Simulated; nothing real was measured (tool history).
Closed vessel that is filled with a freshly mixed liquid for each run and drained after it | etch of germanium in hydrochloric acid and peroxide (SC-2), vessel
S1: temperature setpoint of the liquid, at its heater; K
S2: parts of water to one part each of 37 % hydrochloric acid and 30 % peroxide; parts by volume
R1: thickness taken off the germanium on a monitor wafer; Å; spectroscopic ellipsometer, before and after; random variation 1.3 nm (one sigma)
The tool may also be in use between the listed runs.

run 1 hour=0 | S1=327.15 S2=7 time_in_the_liquid_(s)=100 | R1=4454
run 2 hour=9.1 | S1=327.15 S2=5 time_in_the_liquid_(s)=100 | R1=4508.7
run 3 hour=12.5 | S1=333.65 S2=5 time_in_the_liquid_(s)=100 | R1=5513.1
run 4 hour=13.7 | S1=337.15 S2=5 time_in_the_liquid_(s)=100 | R1=6141.4
run 5 hour=16.6 | S1=337.15 S2=5 time_in_the_liquid_(s)=110 | R1=6745.8
run 6 hour=20.3 | S1=337.15 S2=4 time_in_the_liquid_(s)=110 | R1=6811.2
run 7 hour=29 | S1=333.15 S2=4 time_in_the_liquid_(s)=110 | R1=6010.1
run 8 hour=38 | S1=330.15 S2=4 time_in_the_liquid_(s)=110 | R1=5492

Forecast run 9:
run 9 hour=39.9 | S1=328.15 S2=4 time_in_the_liquid_(s)=110 | R1=?

{"run 9": {"R1": 5168.4}}

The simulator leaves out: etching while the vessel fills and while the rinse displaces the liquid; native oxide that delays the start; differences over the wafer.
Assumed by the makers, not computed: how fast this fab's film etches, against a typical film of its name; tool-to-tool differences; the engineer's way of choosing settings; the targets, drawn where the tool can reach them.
